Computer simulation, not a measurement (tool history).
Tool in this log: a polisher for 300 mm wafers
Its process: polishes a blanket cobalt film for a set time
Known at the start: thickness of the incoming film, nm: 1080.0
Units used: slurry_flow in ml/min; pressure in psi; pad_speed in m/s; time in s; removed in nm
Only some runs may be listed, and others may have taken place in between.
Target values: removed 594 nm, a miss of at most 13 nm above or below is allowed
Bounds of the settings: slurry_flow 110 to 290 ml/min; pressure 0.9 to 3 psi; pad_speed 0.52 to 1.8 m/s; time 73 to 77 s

Run 1, hour 0: slurry_flow 185 ml/min, pressure 1.9 psi, pad_speed 1.16 m/s, time 73 s. Result: removed 425.4 nm.
Run 2, hour 7: slurry_flow 195 ml/min, pressure 2 psi, pad_speed 1.16 m/s, time 73 s. Result: removed 449.87 nm.
Run 3, hour 8.6: slurry_flow 205 ml/min, pressure 2.1 psi, pad_speed 1.16 m/s, time 73 s. Result: removed 464.39 nm.
Run 4, hour 10.4: slurry_flow 205 ml/min, pressure 2.2 psi, pad_speed 1.16 m/s, time 73 s. Result: removed 475.96 nm.
Run 5, hour 15: slurry_flow 205 ml/min, pressure 2.5 psi, pad_speed 1.16 m/s, time 73 s. Result: removed 526.48 nm.
Run 6, hour 19: slurry_flow 210 ml/min, pressure 2.6 psi, pad_speed 1.16 m/s, time 73 s. Result: removed 544.8 nm.
Run 7, hour 20: slurry_flow 210 ml/min, pressure 2.7 psi, pad_speed 1.16 m/s, time 73 s. Result: removed 553.44 nm.
Run 8, hour 24: slurry_flow 215 ml/min, pressure 2.8 psi, pad_speed 1.16 m/s, time 73 s. Result: removed 577.21 nm.

Below are 4 possible settings for the next run. Only one of them brings all results inside the allowed miss of their targets. Which is it?
Run A, hour 28: slurry_flow 195 ml/min, pressure 3 psi, pad_speed 0.98 m/s, time 75 s. Result: removed ?.
Run B, hour 28: slurry_flow 185 ml/min, pressure 2.3 psi, pad_speed 1.26 m/s, time 77 s. Result: removed ?.
Run C, hour 28: slurry_flow 145 ml/min, pressure 3 psi, pad_speed 1.08 m/s, time 76 s. Result: removed ?.
Run D, hour 28: slurry_flow 235 ml/min, pressure 3 psi, pad_speed 1.04 m/s, time 77 s. Result: removed ?.

move  removed
   A   543.87
   B   553.28
   C   571.45
   D   597.17
A: misses by more than the last run did
B: misses by more than the last run did
C: misses by more than the last run did
D: meets every target
D meets every target.
